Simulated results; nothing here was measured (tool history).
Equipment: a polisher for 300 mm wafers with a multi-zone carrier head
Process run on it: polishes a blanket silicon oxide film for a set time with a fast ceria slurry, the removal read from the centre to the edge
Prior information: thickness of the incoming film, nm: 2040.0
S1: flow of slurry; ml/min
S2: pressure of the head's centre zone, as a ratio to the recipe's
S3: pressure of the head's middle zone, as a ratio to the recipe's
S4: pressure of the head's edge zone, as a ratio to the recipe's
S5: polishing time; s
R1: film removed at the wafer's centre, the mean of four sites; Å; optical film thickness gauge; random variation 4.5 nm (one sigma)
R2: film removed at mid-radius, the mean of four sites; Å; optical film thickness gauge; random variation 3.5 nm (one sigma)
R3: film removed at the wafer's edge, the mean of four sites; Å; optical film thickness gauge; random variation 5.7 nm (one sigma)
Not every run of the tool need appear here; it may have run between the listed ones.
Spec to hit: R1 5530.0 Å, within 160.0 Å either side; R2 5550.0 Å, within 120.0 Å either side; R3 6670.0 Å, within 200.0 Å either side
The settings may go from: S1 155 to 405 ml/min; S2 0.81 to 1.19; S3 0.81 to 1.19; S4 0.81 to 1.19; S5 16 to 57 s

Run 1, hour 0.0: S1 260 ml/min, S2 1.00, S3 1.00, S4 1.00, S5 36 s. Result: R1 4671.4 Å, R2 4727.2 Å, R3 4775.5 Å.
Run 2, hour 5.7: S1 260 ml/min, S2 1.00, S3 1.00, S4 0.96, S5 36 s. Result: R1 4630.1 Å, R2 4735.2 Å, R3 4669.6 Å.
Run 3, hour 8.0: S1 260 ml/min, S2 0.99, S3 0.99, S4 1.00, S5 37 s. Result: R1 4769.1 Å, R2 4837.2 Å, R3 4912.8 Å.
Run 4, hour 12.7: S1 260 ml/min, S2 0.99, S3 0.99, S4 1.00, S5 44 s. Result: R1 5640.0 Å, R2 5742.1 Å, R3 5780.2 Å.
Run 5, hour 17.5: S1 260 ml/min, S2 0.99, S3 0.99, S4 1.00, S5 49 s. Result: R1 6354.7 Å, R2 6463.5 Å, R3 6531.5 Å.
Run 6, hour 23.8: S1 290 ml/min, S2 0.99, S3 0.99, S4 1.00, S5 49 s. Result: R1 6373.8 Å, R2 6542.9 Å, R3 6467.8 Å.
Run 7, hour 27.4: S1 280 ml/min, S2 0.97, S3 0.97, S4 1.01, S5 49 s. Result: R1 6352.6 Å, R2 6386.7 Å, R3 6590.4 Å.
Run 8, hour 35.8: S1 275 ml/min, S2 0.94, S3 0.95, S4 1.01, S5 49 s. Result: R1 6106.1 Å, R2 6270.9 Å, R3 6504.2 Å.
Run 9, hour 37.3: S1 265 ml/min, S2 0.93, S3 0.93, S4 1.02, S5 49 s. Result: R1 5882.1 Å, R2 6131.0 Å, R3 6607.5 Å.
Run 10, hour 44.8: S1 260 ml/min, S2 0.93, S3 0.92, S4 1.02, S5 49 s. Result: R1 5883.6 Å, R2 6002.9 Å, R3 6459.5 Å.
Run 11, hour 53.6: S1 250 ml/min, S2 0.93, S3 0.91, S4 1.04, S5 49 s. Result: R1 5881.7 Å, R2 5946.0 Å, R3 6501.6 Å.
Run 12, hour 57.3: S1 240 ml/min, S2 0.92, S3 0.90, S4 1.06, S5 49 s. Result: R1 5798.7 Å, R2 5911.4 Å, R3 6700.1 Å.
Run 13, hour 61.8: S1 235 ml/min, S2 0.92, S3 0.89, S4 1.06, S5 49 s. Result: R1 5730.5 Å, R2 5780.5 Å, R3 6628.9 Å.
Run 14, hour 68.1: S1 230 ml/min, S2 0.92, S3 0.89, S4 1.06, S5 49 s. Result: R1 5836.0 Å, R2 5771.5 Å, R3 6625.7 Å.
Run 15, hour 75.0: S1 225 ml/min, S2 0.91, S3 0.89, S4 1.06, S5 49 s. Result: R1 5619.1 Å, R2 5719.7 Å, R3 6694.2 Å.

Of the 4 settings listed for the next run, only one would bring every result within its allowed miss of target. Which one?
Run A, hour 81.9: S1 195 ml/min, S2 0.89, S3 0.86, S4 1.03, S5 52 s. Result: R1 ?, R2 ?, R3 ?.
Run B, hour 81.9: S1 230 ml/min, S2 0.93, S3 0.89, S4 1.05, S5 49 s. Result: R1 ?, R2 ?, R3 ?.
Run C, hour 81.9: S1 185 ml/min, S2 0.86, S3 0.81, S4 1.12, S5 52 s. Result: R1 ?, R2 ?, R3 ?.
Run D, hour 81.9: S1 235 ml/min, S2 0.90, S3 0.86, S4 1.11, S5 48 s. Result: R1 ?, R2 ?, R3 ?.

move      R1      R2      R3
   A  5837.9  5865.7  6791.5
   B  5890.4  5807.8  6558.4
   C  5590.4  5543.4  7031.5
   D  5597.2  5545.1  6611.4
A: the biggest miss grows against the last run
B: the biggest miss grows against the last run
C: meets the target for the result that was furthest off, but another lies outside its allowed miss
D: every result lands within tolerance
So the answer is move D, the one that meets all the targets.
